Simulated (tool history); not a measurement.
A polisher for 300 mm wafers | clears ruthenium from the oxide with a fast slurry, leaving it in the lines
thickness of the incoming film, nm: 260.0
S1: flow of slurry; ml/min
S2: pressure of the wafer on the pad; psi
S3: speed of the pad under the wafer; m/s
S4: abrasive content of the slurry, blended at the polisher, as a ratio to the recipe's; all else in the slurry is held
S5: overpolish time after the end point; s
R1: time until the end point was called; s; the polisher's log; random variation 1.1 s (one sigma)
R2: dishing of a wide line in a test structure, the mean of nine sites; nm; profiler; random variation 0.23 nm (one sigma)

run 1 hour=0 | S1=285 S2=2 S3=0.9 S4=1 S5=16 | R1=91.832 R2=23.171
run 2 hour=8.3 | S1=285 S2=2 S3=0.9 S4=1 S5=14 | R1=90.616 R2=21.693
run 3 hour=12.4 | S1=285 S2=2 S3=0.9 S4=1 S5=13 | R1=92.158 R2=20.067
run 4 hour=16.2 | S1=285 S2=2 S3=0.9 S4=1.15 S5=13 | R1=85.305 R2=22.005
run 5 hour=21.8 | S1=285 S2=2 S3=1.12 S4=1.15 S5=13 | R1=68.191 R2=23.62
run 6 hour=29.3 | S1=285 S2=2 S3=1.12 S4=1.15 S5=9 | R1=68.264 R2=20.099
run 7 hour=34.8 | S1=285 S2=1.4 S3=1.1 S4=1.15 S5=5 | R1=98.043 R2=9.6024
run 8 hour=38.7 | S1=285 S2=1.5 S3=1.04 S4=1.15 S5=11 | R1=98.45 R2=17.366
run 9 hour=43 | S1=280 S2=1.5 S3=1.04 S4=1.05 S5=9 | R1=104.28 R2=15.218
run 10 hour=44.1 | S1=290 S2=1.5 S3=1.04 S4=1.05 S5=9 | R1=103.25 R2=15.3
run 11 hour=48 | S1=285 S2=1.5 S3=1.04 S4=1.05 S5=9 | R1=104.58 R2=15.068

Forecast run 12:
run 12 hour=55.3 | S1=290 S2=1.5 S3=1.04 S4=1.1 S5=8 | R1=? R2=?

{"run 12": {"R1": 102.05, "R2": 14.398}}
